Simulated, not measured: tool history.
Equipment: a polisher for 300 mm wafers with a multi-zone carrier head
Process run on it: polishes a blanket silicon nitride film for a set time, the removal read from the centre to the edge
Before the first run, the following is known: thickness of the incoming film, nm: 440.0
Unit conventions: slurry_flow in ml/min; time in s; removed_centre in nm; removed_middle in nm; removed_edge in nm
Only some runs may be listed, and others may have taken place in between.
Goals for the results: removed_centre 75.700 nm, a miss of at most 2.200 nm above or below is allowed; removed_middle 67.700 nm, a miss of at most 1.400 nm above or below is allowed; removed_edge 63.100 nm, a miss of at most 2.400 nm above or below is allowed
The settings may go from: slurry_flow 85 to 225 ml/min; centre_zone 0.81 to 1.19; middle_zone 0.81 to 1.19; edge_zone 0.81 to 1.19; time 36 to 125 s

| run | hour | slurry_flow | centre_zone | middle_zone | edge_zone | time | removed_centre | removed_middle | removed_edge |
|---|---|---|---|---|---|---|---|---|---|
| 1 | 0.0 | 145 | 1.00 | 1.00 | 1.00 | 80 | 85.716 | 84.713 | 88.576 |
| 2 | 6.0 | 145 | 0.97 | 1.00 | 1.00 | 80 | 81.527 | 85.257 | 88.112 |
| 3 | 8.7 | 145 | 0.97 | 0.94 | 1.00 | 80 | 83.892 | 81.014 | 87.786 |
| 4 | 9.5 | 145 | 0.97 | 0.99 | 1.00 | 80 | 83.891 | 84.544 | 86.709 |
| 5 | 14.7 | 145 | 0.97 | 0.99 | 1.00 | 63 | 65.611 | 66.377 | 68.744 |
| 6 | 16.5 | 130 | 0.97 | 0.99 | 1.00 | 63 | 63.253 | 64.407 | 68.664 |
| 7 | 25.4 | 145 | 0.99 | 0.98 | 0.95 | 62 | 66.856 | 64.369 | 65.871 |
| 8 | 33.7 | 155 | 1.00 | 0.98 | 0.92 | 62 | 68.080 | 65.644 | 67.364 |
| 9 | 42.6 | 165 | 1.10 | 1.08 | 0.86 | 54 | 65.426 | 63.137 | 56.861 |
| 10 | 46.8 | 180 | 1.12 | 1.08 | 0.88 | 54 | 68.874 | 65.357 | 58.391 |
|  | 51.9 | slurry nozzle cleaned |
| 11 | 51.9 | 210 | 1.16 | 1.04 | 0.97 | 55 | 82.371 | 69.437 | 65.972 |
| 12 | 59.4 | 205 | 1.15 | 1.05 | 0.96 | 55 | 78.566 | 70.133 | 66.373 |
| 13 | 62.7 | 200 | 1.15 | 1.05 | 0.95 | 55 | 80.246 | 70.337 | 65.371 |
| 14 | 64.3 | 195 | 1.15 | 1.05 | 0.95 | 55 | 79.336 | 70.003 | 65.577 |
| 15 | 72.7 | 190 | 1.15 | 1.05 | 0.94 | 55 | 79.984 | 69.399 | 65.242 |

Pick the move, out of 5, that brings all results within their allowed miss; only one does.
| A | 81.1 | 225 | 1.12 | 1.08 | 0.82 | 52 | ? | ? | ? |
| B | 81.1 | 170 | 1.19 | 1.03 | 0.94 | 59 | ? | ? | ? |
| C | 81.1 | 170 | 1.15 | 1.11 | 0.83 | 54 | ? | ? | ? |
| D | 81.1 | 145 | 1.09 | 0.99 | 0.82 | 59 | ? | ? | ? |
| E | 81.1 | 175 | 0.99 | 0.99 | 1.02 | 60 | ? | ? | ? |

| move | removed_centre | removed_middle | removed_edge |
|---|---|---|---|
| A | 75.320 | 69.312 | 59.483 |
| B | 86.619 | 72.379 | 69.284 |
| C | 76.640 | 70.634 | 60.138 |
| D | 76.651 | 67.990 | 64.093 |
| E | 73.574 | 71.601 | 73.347 |
A: puts the biggest miss on target and leaves a different result outside tolerance
B: its largest miss is bigger than the last run's
C: puts the biggest miss on target and leaves a different result outside tolerance
D: in spec on every target
E: puts the biggest miss on target and leaves a different result outside tolerance
The move that meets every target is D.

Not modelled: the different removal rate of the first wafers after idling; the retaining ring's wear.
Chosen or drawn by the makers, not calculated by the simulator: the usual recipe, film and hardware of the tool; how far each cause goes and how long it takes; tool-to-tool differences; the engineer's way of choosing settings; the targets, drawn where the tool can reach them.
